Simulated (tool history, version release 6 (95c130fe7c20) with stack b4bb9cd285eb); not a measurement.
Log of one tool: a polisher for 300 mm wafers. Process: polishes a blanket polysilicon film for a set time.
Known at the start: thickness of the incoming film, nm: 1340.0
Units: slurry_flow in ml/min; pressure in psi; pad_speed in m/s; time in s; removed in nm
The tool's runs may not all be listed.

run 1 hour=0 | slurry_flow=230 pressure=1.7 pad_speed=1.1 time=65 | removed=375.1
run 2 hour=1.3 | slurry_flow=230 pressure=1.7 pad_speed=1.26 time=65 | removed=439.12
run 3 hour=4.1 | slurry_flow=230 pressure=2.1 pad_speed=1.26 time=65 | removed=522.57
run 4 hour=10.6 | slurry_flow=230 pressure=2.1 pad_speed=1.26 time=68 | removed=562.5
run 5 hour=18.7 | slurry_flow=230 pressure=1.7 pad_speed=1.04 time=67 | removed=376.66
run 6 hour=23.5 | slurry_flow=230 pressure=1.7 pad_speed=0.88 time=67 | removed=311.22
run 7 hour=25 | slurry_flow=230 pressure=1.4 pad_speed=0.78 time=67 | removed=227.46
run 8 hour=30.9 | slurry_flow=230 pressure=1.2 pad_speed=0.76 time=67 | removed=200.26
run 9 hour=33 | slurry_flow=230 pressure=1.1 pad_speed=0.74 time=67 | removed=178.19

The next listed run, before its measurement:
run 10 hour=38.8 | slurry_flow=230 pressure=1 pad_speed=0.74 time=67 | removed=?

Run 10 gave removed 164.71 nm.
